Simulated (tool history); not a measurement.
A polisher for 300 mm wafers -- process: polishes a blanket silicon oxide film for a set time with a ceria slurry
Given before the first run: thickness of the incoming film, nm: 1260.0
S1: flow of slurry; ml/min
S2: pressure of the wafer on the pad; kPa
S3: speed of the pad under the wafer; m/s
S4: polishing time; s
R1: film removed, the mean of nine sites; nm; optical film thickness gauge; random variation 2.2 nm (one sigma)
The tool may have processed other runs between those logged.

run	hour	S1	S2	S3	S4	R1
1	0.0	185	13.8	1.28	88	284.83
2	8.0	180	13.1	1.28	88	276.11
3	11.8	180	12.4	1.28	88	262.27
4	14.0	160	12.4	1.28	88	260.63
5	14.8	160	12.4	1.28	92	267.92
6	21.0	160	9.7	1.28	92	221.34

Forecast run 7:
7	23.9	165	9.7	1.28	92	?

Run 7 yielded R1 221.43 nm.
